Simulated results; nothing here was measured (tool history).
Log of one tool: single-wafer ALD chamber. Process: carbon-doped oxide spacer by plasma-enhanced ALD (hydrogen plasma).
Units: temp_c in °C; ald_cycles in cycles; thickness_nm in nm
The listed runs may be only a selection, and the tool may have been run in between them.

run	hour	temp_c	ald_cycles	thickness_nm
1	0	375	457	22.915
2	5	375	473	24.011
3	13	383	473	24.031
4	16.4	376	473	23.957
5	17.7	376	429	21.732
6	25.7	376	384	19.345

Run 7, settings as shown, results not yet in. Your forecast:
7	29.6	376	413	?

{"run 7": {"thickness_nm": 20.765}}

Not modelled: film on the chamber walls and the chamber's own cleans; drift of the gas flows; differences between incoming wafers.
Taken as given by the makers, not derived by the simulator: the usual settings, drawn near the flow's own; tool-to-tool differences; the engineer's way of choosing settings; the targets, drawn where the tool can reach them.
